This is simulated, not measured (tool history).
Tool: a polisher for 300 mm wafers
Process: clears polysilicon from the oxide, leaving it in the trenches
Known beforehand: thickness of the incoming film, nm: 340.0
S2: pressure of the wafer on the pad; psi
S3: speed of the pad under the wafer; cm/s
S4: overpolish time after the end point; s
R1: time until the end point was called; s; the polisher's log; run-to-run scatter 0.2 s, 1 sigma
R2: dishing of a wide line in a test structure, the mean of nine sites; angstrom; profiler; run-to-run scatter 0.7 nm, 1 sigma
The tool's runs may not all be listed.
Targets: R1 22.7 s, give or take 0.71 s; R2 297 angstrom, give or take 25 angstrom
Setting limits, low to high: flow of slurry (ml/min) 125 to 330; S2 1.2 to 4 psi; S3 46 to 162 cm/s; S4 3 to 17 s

Run 1, hour 0: flow of slurry (ml/min) 210, S2 2.6 psi, S3 104 cm/s, S4 9 s. Result: R1 24.283 s, R2 515.76 angstrom.
Run 2, hour 4.4: flow of slurry (ml/min) 215, S2 2.6 psi, S3 104 cm/s, S4 8 s. Result: R1 24.247 s, R2 486.48 angstrom.
Run 3, hour 5.6: flow of slurry (ml/min) 215, S2 3.1 psi, S3 104 cm/s, S4 8 s. Result: R1 20.249 s, R2 531.82 angstrom.
Run 4, hour 9.9: flow of slurry (ml/min) 215, S2 3.1 psi, S3 116 cm/s, S4 8 s. Result: R1 18.446 s, R2 543.9 angstrom.
Run 5, hour 15.7: flow of slurry (ml/min) 235, S2 3.1 psi, S3 116 cm/s, S4 8 s. Result: R1 18.086 s, R2 556.45 angstrom.
Run 6, hour 21.5: flow of slurry (ml/min) 210, S2 2.9 psi, S3 118 cm/s, S4 7 s. Result: R1 19.49 s, R2 528.17 angstrom.
Run 7, hour 24.8: flow of slurry (ml/min) 235, S2 2.9 psi, S3 112 cm/s, S4 6 s. Result: R1 20.379 s, R2 481.41 angstrom.
Run 8, hour 26.1: flow of slurry (ml/min) 255, S2 2.9 psi, S3 110 cm/s, S4 5 s. Result: R1 20.251 s, R2 432.91 angstrom.
Run 9, hour 30.7: flow of slurry (ml/min) 315, S2 2.5 psi, S3 104 cm/s, S4 3 s. Result: R1 24.267 s, R2 287.16 angstrom.

Exactly one of the 5 candidate moves below puts every result within its allowed miss. Which one?
Run A, hour 35.3: flow of slurry (ml/min) 330, S2 2.4 psi, S3 104 cm/s, S4 4 s. Result: R1 ?, R2 ?.
Run B, hour 35.3: flow of slurry (ml/min) 255, S2 2.4 psi, S3 120 cm/s, S4 3 s. Result: R1 ?, R2 ?.
Run C, hour 35.3: flow of slurry (ml/min) 330, S2 2.3 psi, S3 100 cm/s, S4 3 s. Result: R1 ?, R2 ?.
Run D, hour 35.3: flow of slurry (ml/min) 320, S2 2.8 psi, S3 104 cm/s, S4 3 s. Result: R1 ?, R2 ?.
Run E, hour 35.3: flow of slurry (ml/min) 330, S2 2.4 psi, S3 102 cm/s, S4 3 s. Result: R1 ?, R2 ?.

move      R1      R2
   A  24.937  332.33
   B  22.329   294.9
   C  26.963  257.33
   D  21.531  302.44
   E  25.398  268.95
A: lands further from the targets than the last run did
B: every result within its allowed miss
C: lands further from the targets than the last run did
D: takes the result that was furthest off past its target
E: lands further from the targets than the last run did
B meets every target.
